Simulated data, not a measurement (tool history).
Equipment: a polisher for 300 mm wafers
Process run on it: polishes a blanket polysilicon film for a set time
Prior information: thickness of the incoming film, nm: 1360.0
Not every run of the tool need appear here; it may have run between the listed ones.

run	hour	flow of slurry (ml/min)	pressure of the wafer on the pad (kPa)	speed of the pad under the wafer (m/s)	polishing time (s)	film removed (Å)
1	0.0	190	17.2	1.02	88	7946.0
2	5.8	225	17.2	1.02	88	8185.7
3	11.7	215	16.5	1.02	88	7853.2
4	13.5	215	16.5	0.76	88	6366.3
5	14.1	215	16.5	0.76	88	6481.3
6	22.8	215	16.5	0.62	88	5802.6

Run 7, settings as shown, results not yet in. Your forecast:
7	29.8	215	16.5	0.62	88	?

{"run 7": {"film removed (Å)": 5738.5}}
